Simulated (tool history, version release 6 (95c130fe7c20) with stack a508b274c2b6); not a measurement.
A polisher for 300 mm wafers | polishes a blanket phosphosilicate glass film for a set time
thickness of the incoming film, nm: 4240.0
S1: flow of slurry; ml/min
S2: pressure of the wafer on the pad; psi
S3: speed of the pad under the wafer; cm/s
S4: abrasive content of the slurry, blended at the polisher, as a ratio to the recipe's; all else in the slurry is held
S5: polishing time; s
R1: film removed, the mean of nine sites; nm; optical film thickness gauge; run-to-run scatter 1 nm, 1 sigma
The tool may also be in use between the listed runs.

Run 1, hour 0.0: S1 260 ml/min, S2 2.9 psi, S3 88 cm/s, S4 1.0, S5 29 s. Result: R1 171.19 nm.
Run 2, hour 7.3: S1 295 ml/min, S2 2.9 psi, S3 88 cm/s, S4 1.0, S5 29 s. Result: R1 173.91 nm.
Run 3, hour 13.2: S1 295 ml/min, S2 2.9 psi, S3 78 cm/s, S4 1.0, S5 29 s. Result: R1 159.40 nm.
Run 4, hour 22.0: S1 295 ml/min, S2 3.4 psi, S3 78 cm/s, S4 1.0, S5 29 s. Result: R1 184.50 nm.
Run 5, hour 23.7: S1 260 ml/min, S2 3.4 psi, S3 78 cm/s, S4 1.0, S5 29 s. Result: R1 178.79 nm.
Run 6, hour 29.8: S1 210 ml/min, S2 3.4 psi, S3 78 cm/s, S4 1.0, S5 29 s. Result: R1 177.11 nm.
Run 7, hour 32.5: S1 210 ml/min, S2 3.2 psi, S3 78 cm/s, S4 1.0, S5 29 s. Result: R1 165.40 nm.
Run 8, hour 33.9: S1 210 ml/min, S2 3.0 psi, S3 78 cm/s, S4 1.0, S5 29 s. Result: R1 154.29 nm.
Run 9, hour 41.5: S1 210 ml/min, S2 2.9 psi, S3 78 cm/s, S4 1.0, S5 29 s. Result: R1 148.52 nm.

Run 10 comes next. What will it give?
Run 10, hour 49.0: S1 210 ml/min, S2 2.9 psi, S3 78 cm/s, S4 1.0, S5 29 s. Result: R1 ?.

Run 10 produced R1 149.43 nm.
